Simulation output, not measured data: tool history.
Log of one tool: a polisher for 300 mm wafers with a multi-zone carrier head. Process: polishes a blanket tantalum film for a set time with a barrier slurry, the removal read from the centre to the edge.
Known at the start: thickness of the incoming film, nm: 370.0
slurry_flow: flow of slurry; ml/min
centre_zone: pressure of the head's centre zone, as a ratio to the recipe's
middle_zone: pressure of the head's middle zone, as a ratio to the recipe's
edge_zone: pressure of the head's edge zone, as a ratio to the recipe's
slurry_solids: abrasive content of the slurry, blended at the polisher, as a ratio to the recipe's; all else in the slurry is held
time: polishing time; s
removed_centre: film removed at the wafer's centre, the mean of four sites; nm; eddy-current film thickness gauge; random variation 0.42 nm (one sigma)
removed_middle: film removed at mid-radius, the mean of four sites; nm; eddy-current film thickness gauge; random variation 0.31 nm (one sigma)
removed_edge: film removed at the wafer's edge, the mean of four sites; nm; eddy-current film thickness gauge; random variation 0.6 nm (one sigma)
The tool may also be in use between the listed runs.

Run 1, hour 0.0: slurry_flow 220 ml/min, centre_zone 1.00, middle_zone 1.00, edge_zone 1.00, slurry_solids 1.00, time 64 s. Result: removed_centre 56.054 nm, removed_middle 57.367 nm, removed_edge 57.915 nm.
Run 2, hour 6.6: slurry_flow 220 ml/min, centre_zone 1.00, middle_zone 1.00, edge_zone 1.00, slurry_solids 0.85, time 64 s. Result: removed_centre 53.778 nm, removed_middle 54.185 nm, removed_edge 54.994 nm.
Run 3, hour 7.9: slurry_flow 215 ml/min, centre_zone 0.98, middle_zone 0.98, edge_zone 1.00, slurry_solids 0.80, time 63 s. Result: removed_centre 51.385 nm, removed_middle 51.771 nm, removed_edge 54.199 nm.
Run 4, hour 10.6: slurry_flow 185 ml/min, centre_zone 0.98, middle_zone 0.98, edge_zone 1.00, slurry_solids 0.80, time 63 s. Result: removed_centre 48.902 nm, removed_middle 49.740 nm, removed_edge 51.950 nm.
Run 5, hour 13.1: slurry_flow 180 ml/min, centre_zone 0.96, middle_zone 0.96, edge_zone 0.99, slurry_solids 0.75, time 63 s. Result: removed_centre 46.101 nm, removed_middle 47.111 nm, removed_edge 50.348 nm.
Run 6, hour 14.4: slurry_flow 175 ml/min, centre_zone 0.95, middle_zone 0.94, edge_zone 0.98, slurry_solids 0.75, time 63 s. Result: removed_centre 45.569 nm, removed_middle 45.743 nm, removed_edge 49.338 nm.
Run 7, hour 19.4: slurry_flow 170 ml/min, centre_zone 0.93, middle_zone 0.93, edge_zone 0.98, slurry_solids 0.75, time 63 s. Result: removed_centre 44.236 nm, removed_middle 45.837 nm, removed_edge 50.067 nm.
Run 8, hour 26.9: slurry_flow 165 ml/min, centre_zone 0.92, middle_zone 0.92, edge_zone 0.97, slurry_solids 0.70, time 63 s. Result: removed_centre 41.267 nm, removed_middle 43.613 nm, removed_edge 47.414 nm.
Run 9, hour 35.7: slurry_flow 160 ml/min, centre_zone 0.92, middle_zone 0.91, edge_zone 0.97, slurry_solids 0.70, time 63 s. Result: removed_centre 41.202 nm, removed_middle 42.979 nm, removed_edge 47.327 nm.
Run 10, hour 36.5: slurry_flow 155 ml/min, centre_zone 0.92, middle_zone 0.90, edge_zone 0.97, slurry_solids 0.70, time 63 s. Result: removed_centre 40.627 nm, removed_middle 41.925 nm, removed_edge 46.742 nm.
At hour 37.4: slurry nozzle cleaned.
Run 11, hour 37.4: slurry_flow 150 ml/min, centre_zone 0.92, middle_zone 0.89, edge_zone 0.97, slurry_solids 0.70, time 63 s. Result: removed_centre 48.176 nm, removed_middle 47.859 nm, removed_edge 52.652 nm.
Run 12, hour 41.8: slurry_flow 165 ml/min, centre_zone 0.92, middle_zone 0.89, edge_zone 0.97, slurry_solids 0.65, time 63 s. Result: removed_centre 48.544 nm, removed_middle 47.715 nm, removed_edge 52.585 nm.
Run 13, hour 44.4: slurry_flow 160 ml/min, centre_zone 0.92, middle_zone 0.89, edge_zone 0.97, slurry_solids 0.70, time 62 s. Result: removed_centre 47.886 nm, removed_middle 47.978 nm, removed_edge 52.684 nm.
Run 14, hour 44.9: slurry_flow 155 ml/min, centre_zone 0.92, middle_zone 0.89, edge_zone 0.98, slurry_solids 0.65, time 61 s. Result: removed_centre 46.020 nm, removed_middle 45.665 nm, removed_edge 50.663 nm.
Run 15, hour 51.4: slurry_flow 150 ml/min, centre_zone 0.91, middle_zone 0.88, edge_zone 0.97, slurry_solids 0.70, time 60 s. Result: removed_centre 45.494 nm, removed_middle 44.997 nm, removed_edge 50.661 nm.
Run 16, hour 52.7: slurry_flow 150 ml/min, centre_zone 0.90, middle_zone 0.88, edge_zone 0.97, slurry_solids 0.70, time 59 s. Result: removed_centre 43.428 nm, removed_middle 43.721 nm, removed_edge 50.083 nm.
Run 17, hour 57.4: slurry_flow 150 ml/min, centre_zone 0.90, middle_zone 0.88, edge_zone 0.97, slurry_solids 0.70, time 59 s. Result: removed_centre 43.053 nm, removed_middle 44.105 nm, removed_edge 48.965 nm.
Run 18, hour 58.0: slurry_flow 140 ml/min, centre_zone 0.85, middle_zone 0.81, edge_zone 0.97, slurry_solids 0.50, time 56 s. Result: removed_centre 34.557 nm, removed_middle 34.961 nm, removed_edge 42.353 nm.

Forecast run 19:
Run 19, hour 64.5: slurry_flow 140 ml/min, centre_zone 0.85, middle_zone 0.81, edge_zone 0.97, slurry_solids 0.50, time 56 s. Result: removed_centre ?, removed_middle ?, removed_edge ?.

{"run 19": {"removed_centre": 34.077, "removed_middle": 35.43, "removed_edge": 42.696}}

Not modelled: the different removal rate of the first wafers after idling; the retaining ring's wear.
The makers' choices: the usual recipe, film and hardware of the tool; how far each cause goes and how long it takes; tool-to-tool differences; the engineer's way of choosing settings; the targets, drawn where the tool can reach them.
